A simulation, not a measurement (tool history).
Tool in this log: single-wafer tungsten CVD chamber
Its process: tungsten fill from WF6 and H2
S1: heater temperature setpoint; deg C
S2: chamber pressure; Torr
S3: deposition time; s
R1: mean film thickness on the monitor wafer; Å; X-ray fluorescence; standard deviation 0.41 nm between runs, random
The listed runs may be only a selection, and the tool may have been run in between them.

| run | day | S1 | S2 | S3 | R1 |
|---|---|---|---|---|---|
| 1 | 0.000 | 400 | 40.5 | 38.9 | 1346.4 |
| 2 | 0.212 | 400 | 43.7 | 38.9 | 1383.4 |
| 3 | 0.383 | 396 | 43.5 | 38.9 | 1299.6 |
| 4 | 0.721 | 396 | 43.5 | 40.2 | 1327.5 |
| 5 | 0.842 | 396 | 37.4 | 40.2 | 1228.2 |
| 6 | 1.183 | 401 | 37.4 | 40.2 | 1368.1 |

The next listed run, before its measurement:
| 7 | 1.333 | 398 | 37.2 | 40.2 | ? |

R1: 1273.0 Å
